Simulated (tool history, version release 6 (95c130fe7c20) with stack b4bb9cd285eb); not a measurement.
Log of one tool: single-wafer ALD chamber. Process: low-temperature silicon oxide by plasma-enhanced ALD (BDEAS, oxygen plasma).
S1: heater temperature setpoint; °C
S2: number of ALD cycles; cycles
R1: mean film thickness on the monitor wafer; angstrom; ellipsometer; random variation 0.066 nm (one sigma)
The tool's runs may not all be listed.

run  hour   S1  S2      R1
  1   0.0  105  65  90.496
  2   2.3  104  67  93.072
  3   3.9  104  60  83.947
  4   4.8  104  54  74.898
  5  12.0  103  58  80.637
  6  15.8   96  58  82.039
  7  17.6   95  61  86.779
  8  19.5   94  64  91.228

Run 9 comes next. What will it give?
  9  23.9  93  66   ?

{"run 9": {"R1": 94.352}}
